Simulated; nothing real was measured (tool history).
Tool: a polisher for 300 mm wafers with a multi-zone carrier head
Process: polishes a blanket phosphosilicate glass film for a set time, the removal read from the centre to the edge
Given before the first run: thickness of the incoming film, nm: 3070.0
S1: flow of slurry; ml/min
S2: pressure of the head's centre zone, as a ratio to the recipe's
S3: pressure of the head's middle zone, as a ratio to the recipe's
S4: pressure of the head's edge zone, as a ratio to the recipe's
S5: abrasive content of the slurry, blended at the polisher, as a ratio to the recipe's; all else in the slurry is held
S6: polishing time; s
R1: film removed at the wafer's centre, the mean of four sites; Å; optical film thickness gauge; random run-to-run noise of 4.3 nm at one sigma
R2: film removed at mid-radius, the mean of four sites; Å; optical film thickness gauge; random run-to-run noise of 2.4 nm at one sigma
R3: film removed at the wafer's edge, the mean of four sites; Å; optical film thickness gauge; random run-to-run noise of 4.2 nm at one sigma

run,day,S1,S2,S3,S4,S5,S6,R1,R2,R3
1,0,135,1,1,1,1,59,6703.1,6663.4,7064.1
2,0.038,135,1,1,1,1,45,5061.8,5062,5541.4
3,0.329,135,1,0.97,1,1,45,5092.4,4922.7,5434.8
4,0.446,135,1,0.96,0.97,0.9,44,4756.7,4603.3,4965.6
5,0.779,130,0.99,0.94,0.94,0.85,44,4609,4321.7,4782
6,1.088,135,0.99,0.94,0.92,0.8,43,4391.1,4158,4417.1
7,1.425,140,0.98,0.93,0.9,0.75,43,4266.9,3983.6,4297.4
8,1.496,140,0.98,0.93,0.88,0.7,43,4089.3,3863.2,3964.1

Forecast run 9:
9,1.662,140,0.98,0.92,0.87,0.65,43,?,?,?

Logged for run 9: R1 3884.1 Å, R2 3681.6 Å, R3 3841.6 Å.

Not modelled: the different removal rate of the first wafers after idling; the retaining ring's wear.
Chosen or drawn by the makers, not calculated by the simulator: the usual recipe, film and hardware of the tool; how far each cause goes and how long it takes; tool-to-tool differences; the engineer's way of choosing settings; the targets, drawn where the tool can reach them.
